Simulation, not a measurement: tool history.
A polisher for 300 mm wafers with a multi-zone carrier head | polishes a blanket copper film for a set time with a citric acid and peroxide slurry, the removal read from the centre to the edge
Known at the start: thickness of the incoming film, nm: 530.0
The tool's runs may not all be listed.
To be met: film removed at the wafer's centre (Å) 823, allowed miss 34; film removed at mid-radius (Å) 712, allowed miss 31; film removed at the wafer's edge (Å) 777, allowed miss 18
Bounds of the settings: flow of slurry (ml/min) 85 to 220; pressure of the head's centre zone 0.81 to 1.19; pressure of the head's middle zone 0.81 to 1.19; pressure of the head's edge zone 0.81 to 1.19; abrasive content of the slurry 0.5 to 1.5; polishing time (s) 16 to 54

run	hour	flow of slurry (ml/min)	pressure of the head's centre zone	pressure of the head's middle zone	pressure of the head's edge zone	abrasive content of the slurry	polishing time (s)	film removed at the wafer's centre (Å)	film removed at mid-radius (Å)	film removed at the wafer's edge (Å)
1	0	140	1	1	1	1	35	604.15	593.34	622.85
2	8.4	120	1	1	1	1	35	561.65	589.09	605.27
3	15.3	120	0.97	1	1	1	35	552.15	568.95	596.32
4	19.5	120	0.97	1	1	1.15	35	571.38	589.71	614.51
5	22.8	120	0.97	0.97	1	1.15	35	563.6	584.84	616.67
6	28.1	120	1.06	0.97	1	1.15	35	621.46	573.44	619.08
7	29.9	130	1.06	0.98	1.02	1.15	35	634.86	591.14	632.76
8	32.7	140	1.07	0.98	1.04	1.15	35	673.16	612.43	652.6
9	36	145	1.07	0.98	1.06	1.15	35	652.37	616.72	665.36
10	39.8	150	1.08	0.98	1.07	1.15	35	668.77	635.52	669.79
11	44.8	155	1.09	0.97	1.08	1.15	35	689.28	630.38	669.13
# hour 46.5: slurry nozzle cleaned
12	46.5	155	1.09	0.97	1.08	1.15	35	752.78	689.15	712.51
13	54.2	155	1.08	0.95	1.08	1.2	35	760.41	676.45	721.41
14	55.9	155	1.07	0.94	1.08	1.2	35	730.91	662.93	720.81
15	63.7	160	1.07	0.94	1.08	1.2	35	748.89	679.75	719.69

Which of these 5 next moves meets every target?
A	71.5	155	1.06	0.88	1.04	1.45	37	?	?	?
B	71.5	100	0.99	0.9	1.19	1.2	39	?	?	?
C	71.5	85	1.06	0.93	1.01	1.45	40	?	?	?
D	71.5	220	1	1.05	0.97	1.3	31	?	?	?
E	71.5	195	0.88	0.94	0.85	1.05	37	?	?	?

move	film removed at the wafer's centre (Å)	film removed at mid-radius (Å)	film removed at the wafer's edge (Å)
A	824.62	698.85	775.12
B	689.3	640.29	761.49
C	731	665.88	736.32
D	684.47	700.37	640.81
E	684.98	711.04	684.88
A: meets every target
B: brings the result that was furthest off to its target, and leaves another outside
C: nearer than the last run, and not there yet
D: further off than the last run
E: further off than the last run
Answer: A

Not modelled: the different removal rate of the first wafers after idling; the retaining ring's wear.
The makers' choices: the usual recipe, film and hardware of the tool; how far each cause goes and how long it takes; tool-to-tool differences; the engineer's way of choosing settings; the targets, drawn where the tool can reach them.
